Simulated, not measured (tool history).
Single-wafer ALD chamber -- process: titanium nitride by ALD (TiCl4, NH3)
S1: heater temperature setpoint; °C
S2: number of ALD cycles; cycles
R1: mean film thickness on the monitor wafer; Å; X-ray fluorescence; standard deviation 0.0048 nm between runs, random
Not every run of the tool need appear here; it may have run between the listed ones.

{"run": 1, "hour": 0.0, "S1": 385, "S2": 108, "NH3 pulse time (s)": 2.05, "R1": 23.479}
{"run": 2, "hour": 4.7, "S1": 376, "S2": 108, "NH3 pulse time (s)": 2.05, "R1": 23.294}
{"run": 3, "hour": 6.9, "S1": 386, "S2": 108, "NH3 pulse time (s)": 2.05, "R1": 23.579}
{"run": 4, "hour": 13.6, "S1": 386, "S2": 108, "NH3 pulse time (s)": 2.05, "R1": 23.565}
{"run": 5, "hour": 15.9, "S1": 386, "S2": 108, "NH3 pulse time (s)": 2.05, "R1": 23.491}
{"run": 6, "hour": 20.9, "S1": 386, "S2": 108, "NH3 pulse time (s)": 2.42, "R1": 23.825}

Forecast run 7:
{"run": 7, "hour": 24.8, "S1": 379, "S2": 108, "NH3 pulse time (s)": 1.94, "R1": "?"}

R1: 23.261 Å

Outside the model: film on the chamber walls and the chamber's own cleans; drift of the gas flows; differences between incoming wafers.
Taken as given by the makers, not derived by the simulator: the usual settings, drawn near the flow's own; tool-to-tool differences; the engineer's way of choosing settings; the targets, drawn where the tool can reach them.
